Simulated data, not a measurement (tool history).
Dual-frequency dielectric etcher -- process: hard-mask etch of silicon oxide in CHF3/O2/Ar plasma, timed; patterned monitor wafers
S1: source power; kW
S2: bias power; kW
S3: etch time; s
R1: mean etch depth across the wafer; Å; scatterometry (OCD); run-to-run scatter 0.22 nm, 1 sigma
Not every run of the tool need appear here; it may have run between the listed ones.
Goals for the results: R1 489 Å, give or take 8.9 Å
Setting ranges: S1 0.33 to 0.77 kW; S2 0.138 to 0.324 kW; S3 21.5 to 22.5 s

| run | day | S1 | S2 | S3 | R1 |
|---|---|---|---|---|---|
| 1 | 0 | 0.55 | 0.231 | 21.5 | 432.01 |
| 2 | 0.162 | 0.55 | 0.231 | 22.5 | 450.57 |
| 3 | 0.312 | 0.55 | 0.231 | 21.5 | 430.27 |
| 4 | 0.592 | 0.58 | 0.233 | 21.5 | 443.16 |
| 5 | 0.762 | 0.54 | 0.233 | 21.5 | 425.7 |
| 6 | 0.783 | 0.54 | 0.261 | 21.5 | 449.27 |
| 7 | 0.883 | 0.54 | 0.261 | 21.5 | 449.82 |
| 8 | 1.079 | 0.56 | 0.262 | 21.5 | 460.67 |
| 9 | 1.225 | 0.56 | 0.262 | 21.5 | 459.73 |

Of the 4 settings listed for the next run, only one would bring every result within its allowed miss of target. Which one?
| A | 1.371 | 0.62 | 0.305 | 22 | ? |
| B | 1.371 | 0.62 | 0.285 | 22 | ? |
| C | 1.371 | 0.6 | 0.261 | 21.5 | ? |
| D | 1.371 | 0.56 | 0.274 | 22.5 | ? |

| move | R1 |
|---|---|
| A | 520.73 |
| B | 506.13 |
| C | 469.84 |
| D | 486.51 |
A: takes the biggest miss from the last run beyond its target
B: takes the biggest miss from the last run beyond its target
C: gains on the last run, yet a result remains outside its allowed miss
D: in spec on every target
Move D is the one to make.
